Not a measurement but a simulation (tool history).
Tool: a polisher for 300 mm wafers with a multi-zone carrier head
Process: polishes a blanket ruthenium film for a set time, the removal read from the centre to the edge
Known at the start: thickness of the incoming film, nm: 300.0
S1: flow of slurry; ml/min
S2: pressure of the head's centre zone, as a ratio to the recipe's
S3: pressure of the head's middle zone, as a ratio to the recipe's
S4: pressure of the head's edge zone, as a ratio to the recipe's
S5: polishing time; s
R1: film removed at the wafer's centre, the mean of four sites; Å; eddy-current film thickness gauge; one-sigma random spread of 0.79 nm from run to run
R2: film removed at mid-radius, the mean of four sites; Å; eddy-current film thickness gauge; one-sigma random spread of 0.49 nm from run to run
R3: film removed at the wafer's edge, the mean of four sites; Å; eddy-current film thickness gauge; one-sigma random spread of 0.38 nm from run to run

| run | day | S1 | S2 | S3 | S4 | S5 | R1 | R2 | R3 |
|---|---|---|---|---|---|---|---|---|---|
| 1 | 0 | 130 | 1 | 1 | 1 | 53 | 389.16 | 388.99 | 387.78 |
| 2 | 0.071 | 135 | 1.01 | 1.01 | 1.02 | 55 | 400.81 | 404.74 | 401.65 |
| 3 | 0.175 | 140 | 1.02 | 1.01 | 1.03 | 57 | 434.29 | 426.99 | 425.53 |
| 4 | 0.421 | 145 | 1.03 | 1.01 | 1.04 | 58 | 459.48 | 430.61 | 432.56 |
| 5 | 0.7 | 150 | 1.03 | 1.02 | 1.05 | 59 | 459.82 | 450.05 | 451.39 |
| 6 | 0.917 | 155 | 1.04 | 1.03 | 1.06 | 60 | 472.74 | 458.29 | 455.41 |
| 7 | 1.154 | 160 | 1.05 | 1.03 | 1.07 | 61 | 480.93 | 474.57 | 464.04 |
| 8 | 1.283 | 160 | 1.06 | 1.03 | 1.08 | 62 | 504.11 | 488.18 | 479.04 |
| 9 | 1.467 | 160 | 1.07 | 1.03 | 1.09 | 63 | 523.25 | 481.23 | 487.09 |
| 10 | 1.579 | 165 | 1.07 | 1.03 | 1.1 | 64 | 523.98 | 497.79 | 501.88 |

Run 11 is up next; what results do you expect?
| 11 | 1.617 | 165 | 1.08 | 1.03 | 1.11 | 65 | ? | ? | ? |

{"run 11": {"R1": 543.79, "R2": 504.26, "R3": 505.95}}
